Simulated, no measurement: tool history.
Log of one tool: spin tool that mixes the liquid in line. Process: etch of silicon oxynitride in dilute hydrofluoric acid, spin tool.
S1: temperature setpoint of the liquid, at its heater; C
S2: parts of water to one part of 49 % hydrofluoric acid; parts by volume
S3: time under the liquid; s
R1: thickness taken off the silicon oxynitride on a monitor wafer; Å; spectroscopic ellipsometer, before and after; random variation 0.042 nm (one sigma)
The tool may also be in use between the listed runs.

run,hour,S1,S2,S3,R1
1,0,24,135,310,62.698
2,5.6,24,170,310,47.973
3,13.5,24,170,330,50.809
4,18.2,26.5,165,330,59.274
5,24.9,26.5,165,310,55.182
6,33.8,28.5,160,310,63.021
7,35.8,29.5,155,310,68.045
8,37.1,30.5,150,310,73.938
9,43,30.5,150,310,73.178
10,51.9,31,150,310,74.243
11,55.2,31.5,150,310,76.655

Run 12 comes next. What will it give?
# hour 61.7: hydrofluoric acid flow meter replaced
12,61.7,31.5,150,310,?

{"run 12": {"R1": 89.271}}

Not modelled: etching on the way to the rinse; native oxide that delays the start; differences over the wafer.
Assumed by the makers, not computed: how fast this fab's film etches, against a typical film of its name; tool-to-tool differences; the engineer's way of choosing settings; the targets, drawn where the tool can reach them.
